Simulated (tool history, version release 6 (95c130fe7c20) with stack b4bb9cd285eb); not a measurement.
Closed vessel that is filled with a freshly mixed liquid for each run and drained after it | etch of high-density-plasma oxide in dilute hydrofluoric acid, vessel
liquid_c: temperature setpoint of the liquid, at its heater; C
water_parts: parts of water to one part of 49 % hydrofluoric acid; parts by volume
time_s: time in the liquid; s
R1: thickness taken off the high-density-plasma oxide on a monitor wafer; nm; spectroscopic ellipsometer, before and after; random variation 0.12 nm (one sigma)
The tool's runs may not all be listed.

Run 1, hour 0.0: liquid_c 26.0 C, water_parts 110 parts by volume, time_s 135 s. Result: R1 9.3926 nm.
Run 2, hour 3.0: liquid_c 27.5 C, water_parts 95 parts by volume, time_s 135 s. Result: R1 11.7360 nm.
Run 3, hour 4.4: liquid_c 28.5 C, water_parts 80 parts by volume, time_s 135 s. Result: R1 14.8040 nm.
Run 4, hour 12.8: liquid_c 28.5 C, water_parts 65 parts by volume, time_s 135 s. Result: R1 18.5420 nm.
Run 5, hour 18.7: liquid_c 28.5 C, water_parts 65 parts by volume, time_s 135 s. Result: R1 18.6920 nm.
Run 6, hour 22.6: liquid_c 30.0 C, water_parts 65 parts by volume, time_s 135 s. Result: R1 19.7610 nm.
Run 7, hour 29.7: liquid_c 34.0 C, water_parts 20 parts by volume, time_s 135 s. Result: R1 81.1650 nm.
Run 8, hour 35.9: liquid_c 32.5 C, water_parts 20 parts by volume, time_s 135 s. Result: R1 76.1350 nm.

The next listed run, before its measurement:
Run 9, hour 39.4: liquid_c 30.5 C, water_parts 20 parts by volume, time_s 135 s. Result: R1 ?.

R1: 69.9200 nm
